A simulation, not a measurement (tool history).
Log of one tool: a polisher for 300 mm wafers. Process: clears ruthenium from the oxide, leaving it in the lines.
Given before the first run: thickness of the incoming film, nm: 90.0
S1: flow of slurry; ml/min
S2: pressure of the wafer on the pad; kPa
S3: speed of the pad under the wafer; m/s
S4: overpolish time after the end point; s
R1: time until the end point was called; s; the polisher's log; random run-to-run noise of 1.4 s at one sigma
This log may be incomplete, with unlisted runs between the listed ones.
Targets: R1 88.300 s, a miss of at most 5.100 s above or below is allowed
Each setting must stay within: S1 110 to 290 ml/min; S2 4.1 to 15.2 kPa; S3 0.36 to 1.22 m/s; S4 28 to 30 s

Run 1, day 0.000: S1 185 ml/min, S2 9.7 kPa, S3 0.78 m/s, S4 28 s. Result: R1 131.770 s.
Run 2, day 0.138: S1 185 ml/min, S2 9.7 kPa, S3 0.78 m/s, S4 28 s. Result: R1 140.180 s.
Run 3, day 0.408: S1 185 ml/min, S2 9.7 kPa, S3 0.78 m/s, S4 30 s. Result: R1 140.180 s.
Run 4, day 0.771: S1 185 ml/min, S2 10.3 kPa, S3 0.78 m/s, S4 30 s. Result: R1 128.410 s.
At day 1.083: worn pad replaced by a new one.
Run 5, day 1.083: S1 200 ml/min, S2 10.3 kPa, S3 0.78 m/s, S4 30 s. Result: R1 113.820 s.
Run 6, day 1.262: S1 210 ml/min, S2 10.3 kPa, S3 0.78 m/s, S4 30 s. Result: R1 110.520 s.
Run 7, day 1.467: S1 220 ml/min, S2 10.3 kPa, S3 0.78 m/s, S4 30 s. Result: R1 112.780 s.
Run 8, day 1.783: S1 220 ml/min, S2 10.3 kPa, S3 0.78 m/s, S4 30 s. Result: R1 111.130 s.
Run 9, day 1.942: S1 230 ml/min, S2 10.3 kPa, S3 0.78 m/s, S4 30 s. Result: R1 108.860 s.
Run 10, day 2.092: S1 240 ml/min, S2 10.3 kPa, S3 0.78 m/s, S4 30 s. Result: R1 114.530 s.
Run 11, day 2.429: S1 240 ml/min, S2 11.0 kPa, S3 0.78 m/s, S4 30 s. Result: R1 103.240 s.
Run 12, day 2.542: S1 245 ml/min, S2 11.0 kPa, S3 0.78 m/s, S4 30 s. Result: R1 106.470 s.
Run 13, day 2.571: S1 245 ml/min, S2 11.7 kPa, S3 0.78 m/s, S4 30 s. Result: R1 96.901 s.
Run 14, day 2.942: S1 250 ml/min, S2 11.7 kPa, S3 0.78 m/s, S4 30 s. Result: R1 98.732 s.
Run 15, day 3.062: S1 255 ml/min, S2 11.7 kPa, S3 0.78 m/s, S4 30 s. Result: R1 96.784 s.

Which one of the following 5 next-run settings gets every result inside its allowed miss? There is exactly one.
Run A, day 3.183: S1 290 ml/min, S2 12.4 kPa, S3 1.00 m/s, S4 30 s. Result: R1 ?.
Run B, day 3.183: S1 290 ml/min, S2 13.1 kPa, S3 0.94 m/s, S4 30 s. Result: R1 ?.
Run C, day 3.183: S1 270 ml/min, S2 14.5 kPa, S3 0.82 m/s, S4 30 s. Result: R1 ?.
Run D, day 3.183: S1 255 ml/min, S2 11.0 kPa, S3 0.72 m/s, S4 30 s. Result: R1 ?.
Run E, day 3.183: S1 290 ml/min, S2 12.4 kPa, S3 0.80 m/s, S4 29 s. Result: R1 ?.

move       R1
   A   75.663
   B   75.831
   C   77.893
   D  111.280
   E   90.838
A: the result that was furthest off in the last run now lies on the other side of its target
B: the result that was furthest off in the last run now lies on the other side of its target
C: the result that was furthest off in the last run now lies on the other side of its target
D: lands further from the targets than the last run did
E: meets every target
Go with E: it meets all targets.

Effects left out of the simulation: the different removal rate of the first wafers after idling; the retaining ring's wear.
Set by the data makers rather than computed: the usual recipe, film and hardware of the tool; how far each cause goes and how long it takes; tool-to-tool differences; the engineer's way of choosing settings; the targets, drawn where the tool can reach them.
